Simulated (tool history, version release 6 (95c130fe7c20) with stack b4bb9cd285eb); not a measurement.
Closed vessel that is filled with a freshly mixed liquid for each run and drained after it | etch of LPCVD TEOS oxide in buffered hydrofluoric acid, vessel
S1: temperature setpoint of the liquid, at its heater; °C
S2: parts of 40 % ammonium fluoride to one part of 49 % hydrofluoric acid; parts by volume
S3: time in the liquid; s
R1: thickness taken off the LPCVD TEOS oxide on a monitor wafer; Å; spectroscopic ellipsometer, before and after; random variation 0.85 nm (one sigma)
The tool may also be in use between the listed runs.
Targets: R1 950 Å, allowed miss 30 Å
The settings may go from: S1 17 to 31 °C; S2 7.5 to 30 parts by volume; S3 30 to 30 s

run	hour	S1	S2	S3	R1
1	0	23	21	30	383.86
2	4.8	24.5	18.5	30	462.72
3	12.1	24.5	18.5	30	461.15
4	16.1	24.5	16.5	30	512.32
5	24.5	24.5	16.5	30	521.29
6	32.9	26	15.5	30	603.17
7	36.4	27	15	30	655.98
8	43.7	28	14.5	30	712.01
9	45.8	28.5	14	30	751.09
10	49.3	29	13.5	30	805.73
11	50.7	29.5	13.5	30	825.76
12	51.9	31	11.5	30	1056.7

Which of these 5 next moves meets every target?
A	53.1	27.5	10.5	30	?
B	53.1	31	10	30	?
C	53.1	30	9	30	?
D	53.1	31	10.5	30	?
E	53.1	29.5	9.5	30	?

move	R1
A	946.91
B	1195.8
C	1212
D	1140.4
E	1141
A: meets every target
B: further off than the last run
C: further off than the last run
D: further off than the last run
E: further off than the last run
Answer: A
